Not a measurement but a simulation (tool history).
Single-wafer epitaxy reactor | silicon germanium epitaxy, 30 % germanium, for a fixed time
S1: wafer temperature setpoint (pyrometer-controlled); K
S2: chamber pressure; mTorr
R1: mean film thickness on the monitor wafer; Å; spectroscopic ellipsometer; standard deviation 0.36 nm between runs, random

| run | hour | S1 | S2 | R1 |
|---|---|---|---|---|
| 1 | 0 | 873.15 | 16000 | 558.06 |
| 2 | 4.2 | 876.15 | 16100 | 594.16 |
| 3 | 11.1 | 870.15 | 16100 | 526.97 |
| 4 | 18.4 | 876.15 | 16100 | 598.79 |
| 5 | 21.9 | 878.15 | 16100 | 619.69 |
| 6 | 30.5 | 880.15 | 16100 | 646.79 |
| 7 | 35.5 | 880.15 | 16100 | 641.56 |
| 8 | 43 | 888.15 | 16300 | 755.7 |

Run 9 is up next; what results do you expect?
| 9 | 44.4 | 887.15 | 16300 | ? |

Run 9 came out at R1 747.29 Å.
